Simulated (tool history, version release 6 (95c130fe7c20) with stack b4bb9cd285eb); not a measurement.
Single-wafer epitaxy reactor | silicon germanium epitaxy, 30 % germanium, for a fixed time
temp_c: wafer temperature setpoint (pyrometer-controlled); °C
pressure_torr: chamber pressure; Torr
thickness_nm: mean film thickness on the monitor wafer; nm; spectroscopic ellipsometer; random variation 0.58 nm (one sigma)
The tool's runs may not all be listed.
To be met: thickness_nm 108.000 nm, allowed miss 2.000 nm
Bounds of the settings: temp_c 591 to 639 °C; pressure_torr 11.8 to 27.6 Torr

run,hour,temp_c,pressure_torr,thickness_nm
1,0.0,615,19.7,70.927
2,2.2,615,16.3,66.792
3,10.6,615,19.6,70.881
4,15.9,620,19.7,78.864
5,16.8,620,16.7,74.599
6,21.9,611,16.7,62.132
7,23.6,616,16.8,68.487
8,26.1,620,16.9,74.779
9,26.7,624,17.0,81.271
10,30.7,627,17.0,85.424
11,31.9,629,17.1,89.078

4 next moves are on the table. One of them brings every result within its allowed miss. Which?
A,33.1,622,15.9,?
B,33.1,637,19.2,?
C,33.1,632,22.1,?
D,33.1,615,15.5,?

move,thickness_nm
A,75.192
B,107.530
C,102.790
D,64.813
A: further off than the last run
B: meets every target
C: nearer than the last run, and not there yet
D: further off than the last run
The right move is B.
